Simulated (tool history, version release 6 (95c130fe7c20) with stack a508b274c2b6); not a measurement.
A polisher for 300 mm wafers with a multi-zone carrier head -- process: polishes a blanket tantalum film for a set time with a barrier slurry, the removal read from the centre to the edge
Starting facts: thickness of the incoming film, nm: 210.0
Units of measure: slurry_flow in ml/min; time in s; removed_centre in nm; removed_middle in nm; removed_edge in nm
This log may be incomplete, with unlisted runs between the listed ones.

{"run": 1, "hour": 0.0, "slurry_flow": 315, "centre_zone": 1, "middle_zone": 1, "edge_zone": 1, "slurry_solids": 1, "time": 45, "removed_centre": 52.38, "removed_middle": 51.241, "removed_edge": 51.542}
{"run": 2, "hour": 8.6, "slurry_flow": 315, "centre_zone": 1.01, "middle_zone": 0.99, "edge_zone": 1.02, "slurry_solids": 1.05, "time": 46, "removed_centre": 55.175, "removed_middle": 53.292, "removed_edge": 54.185}
{"run": 3, "hour": 10.0, "slurry_flow": 315, "centre_zone": 1.01, "middle_zone": 0.98, "edge_zone": 1.04, "slurry_solids": 1.1, "time": 46, "removed_centre": 54.53, "removed_middle": 52.325, "removed_edge": 54.449}
{"run": 4, "hour": 12.9, "slurry_flow": 315, "centre_zone": 1.01, "middle_zone": 0.9, "edge_zone": 1.04, "slurry_solids": 1.1, "time": 46, "removed_centre": 55.74, "removed_middle": 49.159, "removed_edge": 54.671}
{"run": 5, "hour": 14.7, "slurry_flow": 315, "centre_zone": 1.01, "middle_zone": 0.9, "edge_zone": 1, "slurry_solids": 1.1, "time": 46, "removed_centre": 54.466, "removed_middle": 49.916, "removed_edge": 53.687}
{"run": 6, "hour": 18.4, "slurry_flow": 315, "centre_zone": 1.01, "middle_zone": 0.91, "edge_zone": 1.02, "slurry_solids": 1.15, "time": 47, "removed_centre": 57.268, "removed_middle": 51.804, "removed_edge": 55.636}
{"run": 7, "hour": 26.6, "slurry_flow": 315, "centre_zone": 1.01, "middle_zone": 0.91, "edge_zone": 1.04, "slurry_solids": 1.2, "time": 48, "removed_centre": 58.791, "removed_middle": 52.732, "removed_edge": 58.703}

Predict the results of run 8:
{"run": 8, "hour": 32.6, "slurry_flow": 320, "centre_zone": 1.02, "middle_zone": 0.93, "edge_zone": 1.06, "slurry_solids": 1.25, "time": 48, "removed_centre": "?", "removed_middle": "?", "removed_edge": "?"}

{"run 8": {"removed_centre": 60.22, "removed_middle": 54.311, "removed_edge": 60.145}}
